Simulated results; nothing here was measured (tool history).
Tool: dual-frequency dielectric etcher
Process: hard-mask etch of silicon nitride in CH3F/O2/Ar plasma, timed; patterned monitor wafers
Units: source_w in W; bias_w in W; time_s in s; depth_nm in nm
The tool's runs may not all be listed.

{"run": 1, "hour": 0.0, "source_w": 530, "bias_w": 74, "time_s": 168.0, "depth_nm": 135.72}
{"run": 2, "hour": 8.7, "source_w": 530, "bias_w": 85, "time_s": 168.0, "depth_nm": 141.31}
{"run": 3, "hour": 12.9, "source_w": 490, "bias_w": 84, "time_s": 168.0, "depth_nm": 135.66}
{"run": 4, "hour": 21.1, "source_w": 470, "bias_w": 83, "time_s": 168.0, "depth_nm": 133.94}
{"run": 5, "hour": 24.2, "source_w": 470, "bias_w": 89, "time_s": 168.0, "depth_nm": 136.67}
{"run": 6, "hour": 30.9, "source_w": 470, "bias_w": 100, "time_s": 168.0, "depth_nm": 140.92}

Forecast run 7:
{"run": 7, "hour": 33.2, "source_w": 440, "bias_w": 98, "time_s": 168.0, "depth_nm": "?"}

{"run 7": {"depth_nm": 137.43}}

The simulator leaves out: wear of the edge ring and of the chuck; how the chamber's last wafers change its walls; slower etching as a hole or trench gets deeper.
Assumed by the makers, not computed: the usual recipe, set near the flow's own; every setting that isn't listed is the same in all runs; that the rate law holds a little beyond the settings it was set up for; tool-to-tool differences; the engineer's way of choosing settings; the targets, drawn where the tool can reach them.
